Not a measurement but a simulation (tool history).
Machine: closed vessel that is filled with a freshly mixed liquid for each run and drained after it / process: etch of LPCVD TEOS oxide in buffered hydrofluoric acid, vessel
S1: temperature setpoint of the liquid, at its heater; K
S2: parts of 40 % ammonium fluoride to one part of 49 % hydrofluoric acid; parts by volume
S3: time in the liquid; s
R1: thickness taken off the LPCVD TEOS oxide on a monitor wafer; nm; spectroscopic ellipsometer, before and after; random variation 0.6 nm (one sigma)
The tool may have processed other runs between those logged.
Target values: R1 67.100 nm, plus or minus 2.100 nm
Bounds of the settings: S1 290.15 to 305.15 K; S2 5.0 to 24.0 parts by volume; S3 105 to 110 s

run,hour,S1,S2,S3,R1
1,0.0,297.15,14.5,105,107.610
2,0.8,295.15,15.0,105,93.671
3,4.6,293.65,15.5,105,82.977
4,6.3,292.65,15.5,105,77.762
5,14.5,292.15,15.5,105,75.306
6,17.7,291.65,15.5,105,73.890
7,25.2,291.15,15.5,105,72.099
8,27.4,290.65,15.5,105,69.485

Which one of the following 4 next-run settings gets every result inside its allowed miss? There is exactly one.
A,29.6,290.15,14.5,105,?
B,29.6,290.15,17.0,105,?
C,29.6,292.15,15.5,105,?
D,29.6,291.65,17.0,105,?

move,R1
A,72.404
B,61.900
C,75.964
D,67.420
A: further off than the last run
B: carries the result that was furthest off beyond its target, to the other side
C: further off than the last run
D: each result inside its tolerance
Correct choice: D, which meets every target

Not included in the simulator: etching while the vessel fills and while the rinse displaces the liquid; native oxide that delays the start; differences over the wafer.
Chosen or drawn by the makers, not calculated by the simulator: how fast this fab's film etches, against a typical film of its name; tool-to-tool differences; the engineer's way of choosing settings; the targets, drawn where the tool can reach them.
